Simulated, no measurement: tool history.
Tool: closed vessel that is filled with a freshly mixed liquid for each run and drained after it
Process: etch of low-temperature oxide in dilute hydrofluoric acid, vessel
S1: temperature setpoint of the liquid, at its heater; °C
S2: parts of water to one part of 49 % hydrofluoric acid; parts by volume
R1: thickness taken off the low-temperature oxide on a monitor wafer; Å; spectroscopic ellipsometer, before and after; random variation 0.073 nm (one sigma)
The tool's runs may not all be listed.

Run 1, hour 0.0: S1 22.0 °C, S2 130 parts by volume, time in the liquid (s) 100. Result: R1 203.61 Å.
Run 2, hour 8.9: S1 22.0 °C, S2 110 parts by volume, time in the liquid (s) 100. Result: R1 245.38 Å.
Run 3, hour 10.4: S1 21.0 °C, S2 115 parts by volume, time in the liquid (s) 100. Result: R1 224.64 Å.
Run 4, hour 11.0: S1 20.0 °C, S2 120 parts by volume, time in the liquid (s) 100. Result: R1 204.37 Å.
Run 5, hour 17.2: S1 20.0 °C, S2 165 parts by volume, time in the liquid (s) 100. Result: R1 142.46 Å.
Run 6, hour 20.4: S1 20.0 °C, S2 185 parts by volume, time in the liquid (s) 100. Result: R1 124.17 Å.
Run 7, hour 22.7: S1 22.0 °C, S2 185 parts by volume, time in the liquid (s) 100. Result: R1 133.49 Å.

Forecast run 8:
At hour 29.6: hydrofluoric acid flow meter replaced.
Run 8, hour 29.6: S1 23.5 °C, S2 185 parts by volume, time in the liquid (s) 100. Result: R1 ?.

Run 8 gave R1 160.88 Å.

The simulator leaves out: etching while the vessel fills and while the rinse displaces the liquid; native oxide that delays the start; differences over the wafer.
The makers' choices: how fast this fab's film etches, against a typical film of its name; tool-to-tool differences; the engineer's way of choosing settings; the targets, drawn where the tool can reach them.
